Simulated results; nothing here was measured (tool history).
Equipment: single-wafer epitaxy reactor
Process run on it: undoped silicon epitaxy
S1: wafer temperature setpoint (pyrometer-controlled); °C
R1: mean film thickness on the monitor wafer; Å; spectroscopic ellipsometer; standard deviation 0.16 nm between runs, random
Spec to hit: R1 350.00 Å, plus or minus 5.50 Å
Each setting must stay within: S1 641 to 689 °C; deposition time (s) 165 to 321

run 1 hour=0.0 | S1=665 deposition_time_(s)=243 | R1=476.46
run 2 hour=6.9 | S1=661 deposition_time_(s)=243 | R1=430.44
run 3 hour=8.5 | S1=658 deposition_time_(s)=243 | R1=400.13
run 4 hour=17.1 | S1=651 deposition_time_(s)=243 | R1=335.04
run 5 hour=22.2 | S1=651 deposition_time_(s)=260 | R1=361.02
run 6 hour=28.2 | S1=659 deposition_time_(s)=260 | R1=436.54
run 7 hour=32.4 | S1=656 deposition_time_(s)=260 | R1=408.93
run 8 hour=37.5 | S1=654 deposition_time_(s)=260 | R1=388.02
run 9 hour=43.5 | S1=653 deposition_time_(s)=260 | R1=379.85
run 10 hour=44.7 | S1=652 deposition_time_(s)=260 | R1=369.17
run 11 hour=53.4 | S1=651 deposition_time_(s)=260 | R1=360.00

Exactly one of the 5 candidate moves below puts every result within its allowed miss. Which one?
run A hour=62.1 | S1=649 deposition_time_(s)=275 | R1=?
run B hour=62.1 | S1=648 deposition_time_(s)=274 | R1=?
run C hour=62.1 | S1=651 deposition_time_(s)=261 | R1=?
run D hour=62.1 | S1=657 deposition_time_(s)=227 | R1=?
run E hour=62.1 | S1=651 deposition_time_(s)=267 | R1=?

move=A R1=363.81
move=B R1=353.52
move=C R1=362.95
move=D R1=366.11
move=E R1=371.30
A: further off than the last run
B: all results land within tolerance of their targets
C: further off than the last run
D: further off than the last run
E: further off than the last run
So the answer is move B, the one that meets all the targets.
